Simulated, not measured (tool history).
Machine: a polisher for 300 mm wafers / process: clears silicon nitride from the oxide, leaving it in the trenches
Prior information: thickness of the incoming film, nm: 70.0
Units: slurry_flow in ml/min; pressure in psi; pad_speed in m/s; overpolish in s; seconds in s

| run | hour | slurry_flow | pressure | pad_speed | overpolish | seconds |
|---|---|---|---|---|---|---|
| 1 | 0 | 220 | 2 | 1 | 16 | 92.18 |
| 2 | 8.7 | 220 | 2.5 | 1 | 16 | 78.55 |
| 3 | 14.6 | 260 | 2.5 | 1 | 16 | 73.425 |
| 4 | 19.1 | 260 | 2 | 1 | 16 | 86.528 |
| 5 | 21.3 | 260 | 2 | 1 | 16 | 88.933 |
| 6 | 26 | 280 | 2 | 1 | 16 | 85.547 |
| 7 | 30 | 285 | 2.2 | 1.06 | 16 | 77.085 |
| 8 | 37.3 | 290 | 2.4 | 1.14 | 16 | 64.908 |
| 9 | 38 | 290 | 2.5 | 1.18 | 16 | 62.691 |

Expected results for the next run?
| 10 | 46 | 295 | 2.6 | 1.22 | 16 | ? |

seconds: 59.727 s

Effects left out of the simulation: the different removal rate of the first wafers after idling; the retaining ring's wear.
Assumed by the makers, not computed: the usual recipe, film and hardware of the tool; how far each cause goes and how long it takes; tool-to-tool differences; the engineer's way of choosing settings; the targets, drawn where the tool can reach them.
